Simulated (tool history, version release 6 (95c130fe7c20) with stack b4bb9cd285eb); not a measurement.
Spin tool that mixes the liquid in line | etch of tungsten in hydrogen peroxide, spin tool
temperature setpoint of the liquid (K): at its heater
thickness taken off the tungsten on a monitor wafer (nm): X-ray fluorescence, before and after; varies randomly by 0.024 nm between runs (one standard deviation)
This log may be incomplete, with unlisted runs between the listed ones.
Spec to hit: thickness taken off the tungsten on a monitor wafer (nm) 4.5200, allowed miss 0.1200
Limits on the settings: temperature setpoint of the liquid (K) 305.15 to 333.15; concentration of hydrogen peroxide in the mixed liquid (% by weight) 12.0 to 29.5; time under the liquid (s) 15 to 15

run	hour	temperature setpoint of the liquid (K)	concentration of hydrogen peroxide in the mixed liquid (% by weight)	time under the liquid (s)	thickness taken off the tungsten on a monitor wafer (nm)
1	0.0	317.15	20.0	15	10.3800
2	5.0	317.15	20.0	15	10.4240
3	13.1	317.15	21.5	15	10.7790
4	16.9	321.65	21.5	15	14.2730
5	17.9	321.65	21.5	15	14.3370
6	26.2	327.15	21.5	15	19.7570
7	28.8	319.15	16.5	15	10.6180
8	33.6	315.65	16.5	15	8.5486
9	35.6	313.15	16.5	15	7.2515
10	36.9	311.65	16.5	15	6.6902
11	38.6	310.15	16.5	15	6.0193
12	47.1	309.15	16.5	15	5.5701

5 next moves are on the table. One of them brings every result within its allowed miss. Which?
A	55.6	310.65	16.5	15	?
B	55.6	311.15	17.0	15	?
C	55.6	305.65	17.5	15	?
D	55.6	313.15	13.0	15	?
E	55.6	310.65	15.5	15	?

move	thickness taken off the tungsten on a monitor wafer (nm)
A	6.1443
B	6.4461
C	4.5215
D	6.4260
E	5.9552
A: moves away from the targets compared with the last run
B: moves away from the targets compared with the last run
C: every result within its allowed miss
D: moves away from the targets compared with the last run
E: moves away from the targets compared with the last run
Correct choice: C, which meets every target
